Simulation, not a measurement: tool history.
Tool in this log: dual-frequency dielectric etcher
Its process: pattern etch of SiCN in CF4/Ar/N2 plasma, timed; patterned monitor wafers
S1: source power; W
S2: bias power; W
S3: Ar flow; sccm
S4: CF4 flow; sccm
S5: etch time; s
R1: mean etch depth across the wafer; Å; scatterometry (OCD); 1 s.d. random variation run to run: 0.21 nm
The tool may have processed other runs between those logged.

{"run": 1, "hour": 0.0, "S1": 320, "S2": 52, "S3": 74, "S4": 62, "S5": 50, "R1": 262.56}
{"run": 2, "hour": 6.5, "S1": 280, "S2": 52, "S3": 74, "S4": 62, "S5": 50, "R1": 230.07}
{"run": 3, "hour": 7.5, "S1": 280, "S2": 52, "S3": 74, "S4": 54, "S5": 50, "R1": 227.03}
{"run": 4, "hour": 14.0, "S1": 280, "S2": 52, "S3": 74, "S4": 61, "S5": 50, "R1": 230.37}
{"run": 5, "hour": 19.6, "S1": 330, "S2": 52, "S3": 74, "S4": 61, "S5": 50, "R1": 267.98}
{"run": 6, "hour": 23.2, "S1": 330, "S2": 48, "S3": 74, "S4": 61, "S5": 50, "R1": 261.33}
{"run": 7, "hour": 27.5, "S1": 340, "S2": 48, "S3": 74, "S4": 61, "S5": 50, "R1": 269.16}

The next listed run, before its measurement:
{"run": 8, "hour": 32.7, "S1": 400, "S2": 49, "S3": 74, "S4": 61, "S5": 50, "R1": "?"}

Run 8 gave R1 311.88 Å.
